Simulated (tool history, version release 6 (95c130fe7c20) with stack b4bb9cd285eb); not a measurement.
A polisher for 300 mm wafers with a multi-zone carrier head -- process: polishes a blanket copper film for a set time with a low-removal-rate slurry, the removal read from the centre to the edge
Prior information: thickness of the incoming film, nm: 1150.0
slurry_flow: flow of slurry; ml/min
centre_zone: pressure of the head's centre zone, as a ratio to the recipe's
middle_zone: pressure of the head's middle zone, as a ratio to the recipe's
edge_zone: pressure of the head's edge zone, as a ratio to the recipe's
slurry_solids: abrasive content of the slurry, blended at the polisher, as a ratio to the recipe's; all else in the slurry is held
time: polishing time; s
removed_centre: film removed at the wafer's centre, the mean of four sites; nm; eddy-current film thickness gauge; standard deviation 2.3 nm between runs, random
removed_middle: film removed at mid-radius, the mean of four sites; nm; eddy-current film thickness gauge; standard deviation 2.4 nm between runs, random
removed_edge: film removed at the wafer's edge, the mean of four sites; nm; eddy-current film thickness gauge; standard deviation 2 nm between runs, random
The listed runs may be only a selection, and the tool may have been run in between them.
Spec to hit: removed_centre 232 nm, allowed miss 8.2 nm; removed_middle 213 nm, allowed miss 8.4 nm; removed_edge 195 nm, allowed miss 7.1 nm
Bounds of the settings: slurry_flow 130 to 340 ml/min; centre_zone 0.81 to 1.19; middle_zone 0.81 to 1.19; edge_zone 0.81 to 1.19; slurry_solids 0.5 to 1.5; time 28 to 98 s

| run | day | slurry_flow | centre_zone | middle_zone | edge_zone | slurry_solids | time | removed_centre | removed_middle | removed_edge |
|---|---|---|---|---|---|---|---|---|---|---|
| 1 | 0 | 220 | 1 | 1 | 1 | 1 | 63 | 163.08 | 161.23 | 157.1 |
| 2 | 0.175 | 225 | 1.02 | 1.01 | 1.01 | 1.05 | 63 | 166.74 | 166.84 | 157.9 |
| 3 | 0.521 | 225 | 1.02 | 1.01 | 1.01 | 1.05 | 71 | 188.18 | 185.17 | 178.73 |
| 4 | 0.796 | 225 | 1.02 | 1.01 | 1.01 | 1.05 | 78 | 206.07 | 204.16 | 199.58 |
| 5 | 0.929 | 225 | 0.96 | 1.01 | 1.01 | 1.05 | 78 | 199.02 | 205.7 | 196.72 |
| 6 | 1.046 | 225 | 0.88 | 1.01 | 1.01 | 1.05 | 78 | 185.42 | 202.49 | 195.08 |
| 7 | 1.275 | 230 | 0.9 | 1.01 | 1 | 1.05 | 78 | 187.02 | 204.72 | 197.29 |
| 8 | 1.446 | 230 | 0.9 | 1.01 | 1 | 1.05 | 78 | 189.55 | 205.25 | 197.94 |
| 9 | 1.796 | 235 | 0.93 | 1.01 | 0.99 | 1.05 | 78 | 195.82 | 205.75 | 196.39 |
| 10 | 2.162 | 240 | 0.94 | 1.01 | 0.98 | 1.05 | 78 | 191.2 | 206.33 | 193.57 |
| 11 | 2.196 | 235 | 0.97 | 1.01 | 0.98 | 1.05 | 78 | 197.98 | 206.1 | 195.9 |
|  | 2.238 | worn pad replaced by a new one |
| 12 | 2.238 | 235 | 0.99 | 1.01 | 0.98 | 1.05 | 78 | 228.36 | 232.93 | 218.84 |
| 13 | 2.388 | 235 | 1.01 | 1.02 | 0.99 | 1 | 77 | 227.76 | 230.14 | 215.56 |
| 14 | 2.446 | 235 | 1.02 | 1.01 | 0.98 | 1 | 77 | 228.85 | 228.09 | 212.75 |
| 15 | 2.558 | 235 | 1.03 | 1.01 | 0.98 | 1.05 | 76 | 232.12 | 223.34 | 212.25 |

Below are 4 possible settings for the next run. Only one of them brings all results inside the allowed miss of their targets. Which is it?
| A | 2.671 | 165 | 0.94 | 0.91 | 0.93 | 1.05 | 83 | ? | ? | ? |
| B | 2.671 | 190 | 1.09 | 0.99 | 0.85 | 0.7 | 83 | ? | ? | ? |
| C | 2.671 | 250 | 1.17 | 1.1 | 0.81 | 1.2 | 72 | ? | ? | ? |
| D | 2.671 | 255 | 1.16 | 1.05 | 0.83 | 1 | 74 | ? | ? | ? |

| move | removed_centre | removed_middle | removed_edge |
|---|---|---|---|
| A | 219.73 | 216.45 | 216.48 |
| B | 231.14 | 213.77 | 190.73 |
| C | 257.02 | 242.35 | 192.21 |
| D | 250.75 | 229.27 | 190.86 |
A: moves away from the targets compared with the last run
B: in spec on every target
C: brings the result that was furthest off to its target, and leaves another outside
D: brings the result that was furthest off to its target, and leaves another outside
Correct choice: B, which meets every target
